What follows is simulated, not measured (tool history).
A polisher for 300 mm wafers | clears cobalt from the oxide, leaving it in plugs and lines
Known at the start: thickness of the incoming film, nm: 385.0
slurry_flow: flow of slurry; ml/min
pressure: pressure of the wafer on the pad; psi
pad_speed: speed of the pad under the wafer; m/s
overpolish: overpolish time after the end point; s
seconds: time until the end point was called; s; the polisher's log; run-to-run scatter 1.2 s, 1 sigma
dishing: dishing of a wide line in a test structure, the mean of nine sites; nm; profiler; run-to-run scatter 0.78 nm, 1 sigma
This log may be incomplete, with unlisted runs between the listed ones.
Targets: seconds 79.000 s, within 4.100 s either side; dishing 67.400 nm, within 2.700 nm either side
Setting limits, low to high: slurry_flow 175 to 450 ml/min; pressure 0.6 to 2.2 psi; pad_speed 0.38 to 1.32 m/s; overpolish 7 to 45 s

| run | hour | slurry_flow | pressure | pad_speed | overpolish | seconds | dishing |
|---|---|---|---|---|---|---|---|
| 1 | 0.0 | 290 | 1.4 | 0.84 | 23 | 123.150 | 46.891 |
| 2 | 1.4 | 290 | 1.6 | 0.84 | 24 | 106.820 | 50.636 |
| 3 | 6.6 | 290 | 1.7 | 0.86 | 26 | 98.389 | 55.314 |
| 4 | 11.1 | 290 | 1.7 | 0.86 | 22 | 96.739 | 51.031 |
| 5 | 18.8 | 290 | 1.7 | 0.86 | 15 | 96.483 | 41.360 |
| 6 | 26.7 | 290 | 1.7 | 0.86 | 8 | 99.363 | 26.043 |
| 7 | 30.8 | 290 | 1.6 | 0.96 | 14 | 93.496 | 40.095 |
| 8 | 33.9 | 290 | 1.5 | 1.20 | 21 | 80.061 | 53.620 |
| 9 | 39.2 | 290 | 1.5 | 1.20 | 23 | 80.282 | 57.279 |
| 10 | 40.8 | 290 | 1.5 | 1.20 | 24 | 82.139 | 58.709 |
| 11 | 45.4 | 290 | 1.5 | 1.20 | 24 | 79.676 | 58.253 |
| 12 | 46.9 | 290 | 1.5 | 1.20 | 24 | 81.171 | 57.891 |
| 13 | 49.7 | 290 | 1.5 | 1.20 | 25 | 81.330 | 58.196 |
| 14 | 56.5 | 290 | 1.5 | 1.20 | 27 | 80.461 | 60.346 |
| 15 | 62.3 | 290 | 1.5 | 1.20 | 28 | 78.993 | 61.413 |
|  | 70.1 | head pressure recalibrated |
| 16 | 70.1 | 290 | 1.5 | 1.20 | 30 | 87.799 | 60.725 |
| 17 | 77.4 | 290 | 1.6 | 1.20 | 31 | 83.330 | 62.839 |
| 18 | 80.5 | 290 | 1.6 | 1.22 | 32 | 81.405 | 63.641 |

Which of these 4 next moves meets every target?
| A | 83.6 | 335 | 1.6 | 1.26 | 39 | ? | ? |
| B | 83.6 | 225 | 1.6 | 1.24 | 31 | ? | ? |
| C | 83.6 | 325 | 1.7 | 1.10 | 30 | ? | ? |
| D | 83.6 | 290 | 1.7 | 1.14 | 24 | ? | ? |

| move | seconds | dishing |
|---|---|---|
| A | 77.683 | 66.450 |
| B | 81.657 | 62.057 |
| C | 83.822 | 60.960 |
| D | 81.677 | 56.689 |
A: all results in spec
B: its largest miss is bigger than the last run's
C: its largest miss is bigger than the last run's
D: its largest miss is bigger than the last run's
Answer: A

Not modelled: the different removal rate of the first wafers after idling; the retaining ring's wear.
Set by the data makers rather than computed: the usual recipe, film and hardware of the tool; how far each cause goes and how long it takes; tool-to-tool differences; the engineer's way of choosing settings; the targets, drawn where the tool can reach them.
